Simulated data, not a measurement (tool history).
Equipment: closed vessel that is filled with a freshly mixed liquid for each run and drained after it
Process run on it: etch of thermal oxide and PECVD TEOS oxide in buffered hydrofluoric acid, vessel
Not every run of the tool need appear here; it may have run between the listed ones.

run	hour	temperature setpoint of the liquid (K)	parts of 40 % ammonium fluoride to one part of 49 % hydrofluoric acid (parts by volume)	time in the liquid (s)	thickness taken off the thermal oxide on a monitor wafer (Å)	thickness taken off the PECVD TEOS oxide on a monitor wafer (Å)
1	0.0	294.15	22.0	60	240.98	308.35
2	7.4	295.15	22.0	60	255.54	325.15
3	8.7	296.15	22.0	60	273.67	344.04
4	13.7	296.65	21.5	60	285.37	358.84
5	16.6	296.65	21.5	70	330.37	420.50
6	21.6	296.65	27.5	70	276.22	354.04

Run 7, settings as shown, results not yet in. Your forecast:
7	28.3	297.15	27.5	70	?	?

thickness taken off the thermal oxide on a monitor wafer (Å): 288.81
thickness taken off the PECVD TEOS oxide on a monitor wafer (Å): 363.16
